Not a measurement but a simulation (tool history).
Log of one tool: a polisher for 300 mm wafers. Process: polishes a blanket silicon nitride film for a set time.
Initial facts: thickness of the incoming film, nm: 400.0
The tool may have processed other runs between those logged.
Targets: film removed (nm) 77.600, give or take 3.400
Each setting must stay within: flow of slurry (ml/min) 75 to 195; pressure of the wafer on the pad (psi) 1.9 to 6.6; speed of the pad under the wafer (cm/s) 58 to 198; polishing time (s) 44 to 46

run	hour	flow of slurry (ml/min)	pressure of the wafer on the pad (psi)	speed of the pad under the wafer (cm/s)	polishing time (s)	film removed (nm)
1	0.0	125	4.2	128	44	102.210
2	3.2	125	4.9	128	44	115.560
3	10.8	125	4.7	128	44	112.600
4	14.7	125	5.2	128	44	123.480
5	16.3	125	5.0	128	44	119.350
6	17.3	125	5.0	128	44	119.410
7	18.5	110	3.8	124	44	93.040
8	23.2	110	3.8	124	44	90.697
9	30.5	110	3.7	124	44	89.130
10	36.4	110	3.6	124	44	86.102
11	39.0	110	3.5	124	44	87.194
12	43.5	110	3.4	124	44	83.898

Which single option among these 5 for the next run brings every result within its allowed miss of target? Just one does.
A	48.0	85	3.8	122	45	?
B	48.0	95	3.9	132	46	?
C	48.0	145	3.4	108	44	?
D	48.0	125	2.9	146	44	?
E	48.0	95	4.4	112	44	?

move	film removed (nm)
A	87.296
B	98.971
C	77.943
D	86.359
E	91.186
A: the biggest miss grows against the last run
B: the biggest miss grows against the last run
C: all results in spec
D: the biggest miss grows against the last run
E: the biggest miss grows against the last run
Move C is the one to make.

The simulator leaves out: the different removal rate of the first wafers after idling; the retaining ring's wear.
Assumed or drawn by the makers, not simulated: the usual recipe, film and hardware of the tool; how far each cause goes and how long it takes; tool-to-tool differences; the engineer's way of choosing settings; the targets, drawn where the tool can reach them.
